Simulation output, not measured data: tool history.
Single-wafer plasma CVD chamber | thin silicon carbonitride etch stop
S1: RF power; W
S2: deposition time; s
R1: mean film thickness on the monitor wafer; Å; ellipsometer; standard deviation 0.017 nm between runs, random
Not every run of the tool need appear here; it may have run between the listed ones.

| run | hour | S1 | S2 | R1 |
|---|---|---|---|---|
| 1 | 0.0 | 225 | 9.58 | 55.278 |
| 2 | 2.1 | 210 | 9.55 | 54.027 |
| 3 | 10.0 | 225 | 9.55 | 55.222 |
| 4 | 11.2 | 225 | 8.44 | 48.813 |
| 5 | 20.1 | 225 | 7.11 | 40.923 |
| 6 | 22.4 | 225 | 6.52 | 37.673 |

Estimate the outcome of run 7 from the log above:
| 7 | 25.9 | 240 | 6.96 | ? |

Run 7 measured R1 40.714 Å.
